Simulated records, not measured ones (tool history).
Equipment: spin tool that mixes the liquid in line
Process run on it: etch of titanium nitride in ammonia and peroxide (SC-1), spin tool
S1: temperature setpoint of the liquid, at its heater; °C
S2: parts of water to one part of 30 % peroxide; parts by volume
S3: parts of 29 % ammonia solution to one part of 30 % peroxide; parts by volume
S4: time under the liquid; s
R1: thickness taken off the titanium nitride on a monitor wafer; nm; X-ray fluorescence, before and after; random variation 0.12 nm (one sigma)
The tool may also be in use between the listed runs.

run,hour,S1,S2,S3,S4,R1
1,0.0,62.0,8.0,0.75,325,31.950
2,1.5,61.0,8.0,0.75,325,30.081
3,7.0,61.0,8.0,0.75,345,32.006
4,11.8,61.0,8.0,0.65,345,30.932
5,13.1,56.0,8.0,0.65,345,22.427
6,20.6,56.5,8.0,0.65,345,23.132

Run 7, settings as shown, results not yet in. Your forecast:
7,28.3,57.0,8.0,0.65,345,?

Logged for run 7: R1 23.826 nm.
